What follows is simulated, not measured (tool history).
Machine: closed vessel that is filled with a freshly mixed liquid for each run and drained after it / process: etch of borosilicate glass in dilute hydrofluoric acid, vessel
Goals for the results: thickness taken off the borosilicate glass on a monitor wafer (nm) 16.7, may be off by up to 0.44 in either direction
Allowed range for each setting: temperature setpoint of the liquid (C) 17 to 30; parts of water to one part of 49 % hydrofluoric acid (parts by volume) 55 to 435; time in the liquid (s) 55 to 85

| run | hour | temperature setpoint of the liquid (C) | parts of water to one part of 49 % hydrofluoric acid (parts by volume) | time in the liquid (s) | thickness taken off the borosilicate glass on a monitor wafer (nm) |
|---|---|---|---|---|---|
| 1 | 0 | 22 | 245 | 85 | 11.095 |
| 2 | 5 | 24.5 | 235 | 85 | 12.877 |
| 3 | 13.9 | 24.5 | 265 | 85 | 11.167 |
| 4 | 17.6 | 24.5 | 345 | 85 | 7.8831 |
| 5 | 23.3 | 24.5 | 345 | 85 | 7.7582 |
| 6 | 25.2 | 26 | 305 | 85 | 9.6415 |
| 7 | 28.6 | 30 | 210 | 85 | 17.926 |
| 8 | 32.1 | 29.5 | 210 | 85 | 17.519 |
| 9 | 36 | 29 | 210 | 85 | 17.561 |

5 next moves are on the table. One of them brings every result within its allowed miss. Which?
| A | 39.9 | 30 | 180 | 65 | ? |
| B | 39.9 | 28 | 220 | 85 | ? |
| C | 39.9 | 28 | 225 | 85 | ? |
| D | 39.9 | 30 | 215 | 85 | ? |
| E | 39.9 | 30 | 200 | 70 | ? |

| move | thickness taken off the borosilicate glass on a monitor wafer (nm) |
|---|---|
| A | 16.836 |
| B | 15.981 |
| C | 15.533 |
| D | 17.617 |
| E | 15.898 |
A: each result inside its tolerance
B: pushes the last run's worst result past its target
C: pushes the last run's worst result past its target
D: the biggest miss grows against the last run
E: pushes the last run's worst result past its target
Answer: A

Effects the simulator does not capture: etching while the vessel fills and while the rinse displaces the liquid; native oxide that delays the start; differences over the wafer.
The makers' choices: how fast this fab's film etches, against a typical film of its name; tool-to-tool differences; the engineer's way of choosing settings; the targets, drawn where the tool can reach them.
